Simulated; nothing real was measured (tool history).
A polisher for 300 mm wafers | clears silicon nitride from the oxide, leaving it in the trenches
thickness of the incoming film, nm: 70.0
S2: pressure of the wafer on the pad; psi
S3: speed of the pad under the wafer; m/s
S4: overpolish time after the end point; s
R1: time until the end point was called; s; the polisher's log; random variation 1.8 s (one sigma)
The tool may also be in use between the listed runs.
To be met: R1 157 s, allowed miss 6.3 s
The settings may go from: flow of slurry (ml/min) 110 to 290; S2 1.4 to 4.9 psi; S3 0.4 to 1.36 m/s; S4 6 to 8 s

Run 1, hour 0: flow of slurry (ml/min) 185, S2 3.1 psi, S3 0.88 m/s, S4 8 s. Result: R1 72.899 s.
Run 2, hour 8: flow of slurry (ml/min) 180, S2 2.5 psi, S3 0.82 m/s, S4 8 s. Result: R1 96.676 s.
Run 3, hour 13.9: flow of slurry (ml/min) 180, S2 2.5 psi, S3 0.66 m/s, S4 8 s. Result: R1 116.32 s.
Run 4, hour 19.7: flow of slurry (ml/min) 180, S2 2.2 psi, S3 0.66 m/s, S4 8 s. Result: R1 127.74 s.
Run 5, hour 28: flow of slurry (ml/min) 180, S2 2 psi, S3 0.66 m/s, S4 8 s. Result: R1 143.81 s.
Run 6, hour 28.8: flow of slurry (ml/min) 180, S2 1.9 psi, S3 0.66 m/s, S4 8 s. Result: R1 147.89 s.
Run 7, hour 32.5: flow of slurry (ml/min) 175, S2 1.7 psi, S3 0.66 m/s, S4 8 s. Result: R1 165.23 s.
Run 8, hour 40.2: flow of slurry (ml/min) 180, S2 1.7 psi, S3 0.66 m/s, S4 8 s. Result: R1 167.36 s.

Which of these 5 next moves meets every target?
Run A, hour 47.9: flow of slurry (ml/min) 180, S2 1.7 psi, S3 0.62 m/s, S4 6 s. Result: R1 ?.
Run B, hour 47.9: flow of slurry (ml/min) 130, S2 1.9 psi, S3 0.66 m/s, S4 8 s. Result: R1 ?.
Run C, hour 47.9: flow of slurry (ml/min) 205, S2 1.6 psi, S3 0.6 m/s, S4 6 s. Result: R1 ?.
Run D, hour 47.9: flow of slurry (ml/min) 150, S2 1.7 psi, S3 0.62 m/s, S4 8 s. Result: R1 ?.
Run E, hour 47.9: flow of slurry (ml/min) 210, S2 2 psi, S3 0.44 m/s, S4 7 s. Result: R1 ?.

move      R1
   A  174.92
   B  158.01
   C  186.62
   D  179.69
   E  187.59
A: further off than the last run
B: meets every target
C: further off than the last run
D: further off than the last run
E: further off than the last run
The right move is B.

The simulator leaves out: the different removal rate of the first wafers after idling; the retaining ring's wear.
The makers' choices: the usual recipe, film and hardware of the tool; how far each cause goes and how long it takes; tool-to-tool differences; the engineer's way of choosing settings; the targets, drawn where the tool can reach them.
